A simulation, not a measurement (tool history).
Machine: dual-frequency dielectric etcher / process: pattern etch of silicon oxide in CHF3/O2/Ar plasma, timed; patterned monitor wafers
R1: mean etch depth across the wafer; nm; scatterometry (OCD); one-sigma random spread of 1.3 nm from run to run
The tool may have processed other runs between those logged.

{"run": 1, "hour": 0.0, "source power (W)": 750, "bias power (W)": 211, "etch time (s)": 356.5, "R1": 806.22}
{"run": 2, "hour": 4.0, "source power (W)": 680, "bias power (W)": 195, "etch time (s)": 355.5, "R1": 743.46}
{"run": 3, "hour": 10.1, "source power (W)": 680, "bias power (W)": 215, "etch time (s)": 355.5, "R1": 777.46}
{"run": 4, "hour": 14.2, "source power (W)": 680, "bias power (W)": 229, "etch time (s)": 355.5, "R1": 796.33}
{"run": 5, "hour": 15.0, "source power (W)": 680, "bias power (W)": 229, "etch time (s)": 325.5, "R1": 727.16}
{"run": 6, "hour": 17.3, "source power (W)": 680, "bias power (W)": 229, "etch time (s)": 356.5, "R1": 800.4}
{"run": 7, "hour": 24.5, "source power (W)": 630, "bias power (W)": 215, "etch time (s)": 356, "R1": 746.81}

Estimate the outcome of run 8 from the log above:
{"run": 8, "hour": 31.2, "source power (W)": 590, "bias power (W)": 207, "etch time (s)": 355.5, "R1": "?"}

{"run 8": {"R1": 713.52}}

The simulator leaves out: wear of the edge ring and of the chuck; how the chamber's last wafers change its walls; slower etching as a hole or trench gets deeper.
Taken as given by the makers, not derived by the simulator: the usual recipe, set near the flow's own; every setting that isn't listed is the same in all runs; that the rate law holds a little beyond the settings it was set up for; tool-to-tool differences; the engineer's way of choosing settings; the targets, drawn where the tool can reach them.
